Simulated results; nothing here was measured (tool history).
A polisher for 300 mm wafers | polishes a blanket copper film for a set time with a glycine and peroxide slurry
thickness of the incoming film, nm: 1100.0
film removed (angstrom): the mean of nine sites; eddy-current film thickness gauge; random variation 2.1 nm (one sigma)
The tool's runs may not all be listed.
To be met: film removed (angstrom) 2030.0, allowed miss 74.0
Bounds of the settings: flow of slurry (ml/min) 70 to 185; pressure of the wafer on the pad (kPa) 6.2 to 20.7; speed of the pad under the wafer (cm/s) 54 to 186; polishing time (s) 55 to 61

run	hour	flow of slurry (ml/min)	pressure of the wafer on the pad (kPa)	speed of the pad under the wafer (cm/s)	polishing time (s)	film removed (angstrom)
1	0.0	120	13.1	118	61	2491.8
2	6.0	120	13.1	130	61	2633.8
3	6.6	120	12.4	130	61	2577.4
4	14.6	120	12.4	146	61	2758.0
5	16.2	120	11.7	146	61	2630.8
6	23.9	120	11.7	172	61	2864.4
7	26.0	120	11.0	172	61	2773.1
8	33.7	120	10.3	172	61	2760.0

5 next moves are on the table. One of them brings every result within its allowed miss. Which?
A	41.4	115	9.0	168	56	?
B	41.4	135	9.0	156	55	?
C	41.4	110	9.7	176	55	?
D	41.4	150	7.6	126	58	?
E	41.4	145	7.6	184	58	?

move	film removed (angstrom)
A	2302.9
B	2243.2
C	2370.3
D	2037.8
E	2456.2
A: nearer than the last run, and not there yet
B: nearer than the last run, and not there yet
C: nearer than the last run, and not there yet
D: meets every target
E: nearer than the last run, and not there yet
Move D is the one to make.

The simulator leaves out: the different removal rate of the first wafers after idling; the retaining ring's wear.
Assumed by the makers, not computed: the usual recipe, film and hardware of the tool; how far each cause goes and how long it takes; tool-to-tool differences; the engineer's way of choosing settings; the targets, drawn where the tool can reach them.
